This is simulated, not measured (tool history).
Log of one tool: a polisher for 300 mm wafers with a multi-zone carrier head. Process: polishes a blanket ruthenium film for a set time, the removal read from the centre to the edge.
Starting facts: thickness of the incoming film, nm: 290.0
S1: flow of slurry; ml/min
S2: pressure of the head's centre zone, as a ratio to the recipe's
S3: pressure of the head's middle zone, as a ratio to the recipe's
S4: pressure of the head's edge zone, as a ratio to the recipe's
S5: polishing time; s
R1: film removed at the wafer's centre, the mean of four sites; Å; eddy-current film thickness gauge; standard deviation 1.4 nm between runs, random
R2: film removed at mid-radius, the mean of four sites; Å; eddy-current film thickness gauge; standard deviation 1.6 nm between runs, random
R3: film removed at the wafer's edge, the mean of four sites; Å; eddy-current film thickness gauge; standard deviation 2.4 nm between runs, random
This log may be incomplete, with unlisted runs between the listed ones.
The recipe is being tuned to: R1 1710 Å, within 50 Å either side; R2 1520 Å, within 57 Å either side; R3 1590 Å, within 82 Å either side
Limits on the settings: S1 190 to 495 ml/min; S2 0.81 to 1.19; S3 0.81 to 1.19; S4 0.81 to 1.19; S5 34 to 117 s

| run | hour | S1 | S2 | S3 | S4 | S5 | R1 | R2 | R3 |
|---|---|---|---|---|---|---|---|---|---|
| 1 | 0 | 320 | 1 | 1 | 1 | 75 | 1095.9 | 1112.8 | 1126.3 |
| 2 | 5.8 | 325 | 1.03 | 1.01 | 1.02 | 79 | 1196.6 | 1181.5 | 1189.5 |
| 3 | 10.2 | 325 | 1.05 | 1.01 | 1.04 | 82 | 1264.4 | 1218.2 | 1254.6 |
| 4 | 11.9 | 325 | 1.05 | 1.01 | 1.04 | 72 | 1107.2 | 1067.8 | 1085.2 |
| 5 | 15 | 325 | 1.05 | 1.06 | 1.04 | 72 | 1115.3 | 1097.6 | 1082.1 |
| 6 | 20.8 | 325 | 1 | 1.06 | 1.04 | 72 | 1046.1 | 1085.4 | 1113.6 |
|  | 25.7 | worn pad replaced by a new one |
| 7 | 25.7 | 330 | 1.02 | 1.06 | 1.06 | 76 | 1243.8 | 1250.7 | 1231.3 |
| 8 | 31.8 | 345 | 1.03 | 1.05 | 1.08 | 77 | 1282 | 1287.7 | 1292 |

Which of these 5 next moves meets every target?
| A | 37.9 | 275 | 1 | 0.91 | 1.18 | 98 | ? | ? | ? |
| B | 37.9 | 450 | 0.98 | 1.19 | 0.95 | 54 | ? | ? | ? |
| C | 37.9 | 340 | 1.08 | 1.05 | 0.97 | 63 | ? | ? | ? |
| D | 37.9 | 375 | 1.12 | 0.98 | 1.1 | 94 | ? | ? | ? |
| E | 37.9 | 375 | 0.98 | 1.03 | 1.11 | 93 | ? | ? | ? |

| move | R1 | R2 | R3 |
|---|---|---|---|
| A | 1572.8 | 1525.2 | 1659.6 |
| B | 885.11 | 998.13 | 842.64 |
| C | 1114.4 | 1069.7 | 979.33 |
| D | 1738 | 1552.8 | 1563.7 |
| E | 1503.4 | 1575.6 | 1553.6 |
A: nearer the targets than the last run, but a result is still out of spec
B: further off than the last run
C: further off than the last run
D: all results in spec
E: nearer the targets than the last run, but a result is still out of spec
Correct choice: D, which meets every target
